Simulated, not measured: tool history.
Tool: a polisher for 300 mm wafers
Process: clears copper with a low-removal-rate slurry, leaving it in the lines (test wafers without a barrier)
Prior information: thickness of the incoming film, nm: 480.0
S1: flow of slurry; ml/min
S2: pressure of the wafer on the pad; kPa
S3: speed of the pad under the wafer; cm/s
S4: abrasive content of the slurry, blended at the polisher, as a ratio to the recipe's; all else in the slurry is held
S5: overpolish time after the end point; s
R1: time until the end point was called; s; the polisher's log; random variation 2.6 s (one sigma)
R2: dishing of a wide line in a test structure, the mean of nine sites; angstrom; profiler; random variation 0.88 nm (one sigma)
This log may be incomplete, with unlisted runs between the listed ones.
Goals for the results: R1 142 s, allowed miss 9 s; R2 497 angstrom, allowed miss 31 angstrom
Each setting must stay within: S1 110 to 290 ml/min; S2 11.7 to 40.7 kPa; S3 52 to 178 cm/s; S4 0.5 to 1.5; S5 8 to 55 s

run	hour	S1	S2	S3	S4	S5	R1	R2
1	0	185	26.2	114	1	28	98.849	725.73
2	1.6	185	26.2	96	1	28	116.52	638.3
3	8.9	185	29.6	96	1	28	102.15	690.58
4	14.5	185	26.2	96	1	28	120.58	627.9
5	16.7	170	26.2	96	1	28	120.54	610.23
6	17.5	165	26.2	96	1	28	118.04	643.36
7	20.6	165	25.5	96	1	27	121.88	599.64
8	24.6	165	24.8	96	1	27	126.3	598.9
9	30	165	24.8	96	1	26	128.16	572.77

Exercise: of the 4 proposed moves below, exactly one satisfies all targets within the stated allowed misses. Which move is it?
A	35.4	130	23.4	96	0.9	21	?	?
B	35.4	190	22.8	90	0.95	19	?	?
C	35.4	155	33.8	68	0.65	23	?	?
D	35.4	195	17.2	100	1	24	?	?

move	R1	R2
A	143.01	453.91
B	144.19	416.74
C	142.3	499.83
D	167.78	434.42
A: takes the biggest miss from the last run beyond its target
B: takes the biggest miss from the last run beyond its target
C: all results in spec
D: takes the biggest miss from the last run beyond its target
Move C is the one to make.
